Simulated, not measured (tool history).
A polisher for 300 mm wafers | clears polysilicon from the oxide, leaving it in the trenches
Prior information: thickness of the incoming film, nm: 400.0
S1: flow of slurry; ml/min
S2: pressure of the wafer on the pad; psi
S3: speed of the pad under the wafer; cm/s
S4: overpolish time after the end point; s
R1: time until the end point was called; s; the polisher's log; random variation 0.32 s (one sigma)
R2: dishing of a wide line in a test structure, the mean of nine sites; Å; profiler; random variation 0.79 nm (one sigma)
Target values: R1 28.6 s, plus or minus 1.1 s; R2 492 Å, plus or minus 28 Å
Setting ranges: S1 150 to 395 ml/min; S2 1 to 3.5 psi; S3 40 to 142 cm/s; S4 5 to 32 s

Run 1, day 0: S1 250 ml/min, S2 2.2 psi, S3 90 cm/s, S4 16 s. Result: R1 47.365 s, R2 508.48 Å.
Run 2, day 0.325: S1 250 ml/min, S2 2.2 psi, S3 80 cm/s, S4 16 s. Result: R1 53.207 s, R2 473.38 Å.
Run 3, day 0.5: S1 295 ml/min, S2 2.2 psi, S3 80 cm/s, S4 16 s. Result: R1 52.818 s, R2 469.55 Å.
Run 4, day 0.758: S1 295 ml/min, S2 2.2 psi, S3 80 cm/s, S4 22 s. Result: R1 53.892 s, R2 505.35 Å.
Run 5, day 1.008: S1 295 ml/min, S2 1.8 psi, S3 80 cm/s, S4 22 s. Result: R1 63.807 s, R2 493.58 Å.
Run 6, day 1.204: S1 295 ml/min, S2 1.5 psi, S3 80 cm/s, S4 22 s. Result: R1 76.284 s, R2 485.04 Å.
Run 7, day 1.475: S1 300 ml/min, S2 2.1 psi, S3 82 cm/s, S4 14 s. Result: R1 53.452 s, R2 472.36 Å.
Run 8, day 1.55: S1 300 ml/min, S2 2.4 psi, S3 82 cm/s, S4 13 s. Result: R1 46.335 s, R2 485.28 Å.
Run 9, day 1.65: S1 295 ml/min, S2 2.6 psi, S3 82 cm/s, S4 11 s. Result: R1 42.606 s, R2 477.96 Å.
Run 10, day 1.925: S1 295 ml/min, S2 2.6 psi, S3 82 cm/s, S4 11 s. Result: R1 44.319 s, R2 473.45 Å.
Run 11, day 2.196: S1 295 ml/min, S2 2.8 psi, S3 84 cm/s, S4 10 s. Result: R1 39.442 s, R2 478.49 Å.
Run 12, day 2.371: S1 295 ml/min, S2 3 psi, S3 86 cm/s, S4 9 s. Result: R1 36.995 s, R2 468.27 Å.
Run 13, day 2.508: S1 295 ml/min, S2 3.1 psi, S3 88 cm/s, S4 10 s. Result: R1 34.434 s, R2 472.46 Å.
Run 14, day 2.65: S1 295 ml/min, S2 3.2 psi, S3 90 cm/s, S4 11 s. Result: R1 32.985 s, R2 500.19 Å.
Run 15, day 2.958: S1 295 ml/min, S2 3.3 psi, S3 90 cm/s, S4 10 s. Result: R1 31.661 s, R2 488.37 Å.

Consider the 5 candidate settings below. Which is the only one whose results all fall within their allowed miss of target?
Run A, day 3.267: S1 300 ml/min, S2 3.4 psi, S3 104 cm/s, S4 9 s. Result: R1 ?, R2 ?.
Run B, day 3.267: S1 300 ml/min, S2 3.2 psi, S3 96 cm/s, S4 10 s. Result: R1 ?, R2 ?.
Run C, day 3.267: S1 280 ml/min, S2 3.2 psi, S3 112 cm/s, S4 9 s. Result: R1 ?, R2 ?.
Run D, day 3.267: S1 300 ml/min, S2 3.4 psi, S3 98 cm/s, S4 10 s. Result: R1 ?, R2 ?.
Run E, day 3.267: S1 285 ml/min, S2 3.1 psi, S3 96 cm/s, S4 10 s. Result: R1 ?, R2 ?.

move      R1      R2
   A  26.591  491.39
   B  30.399  489.05
   C  26.508  491.64
   D  28.103  495.19
   E  31.516  485.91
A: takes the result that was furthest off past its target
B: closer than the last run, but not yet in spec
C: takes the result that was furthest off past its target
D: each result inside its tolerance
E: neither nearer nor further off than the last run
Go with D: it meets all targets.

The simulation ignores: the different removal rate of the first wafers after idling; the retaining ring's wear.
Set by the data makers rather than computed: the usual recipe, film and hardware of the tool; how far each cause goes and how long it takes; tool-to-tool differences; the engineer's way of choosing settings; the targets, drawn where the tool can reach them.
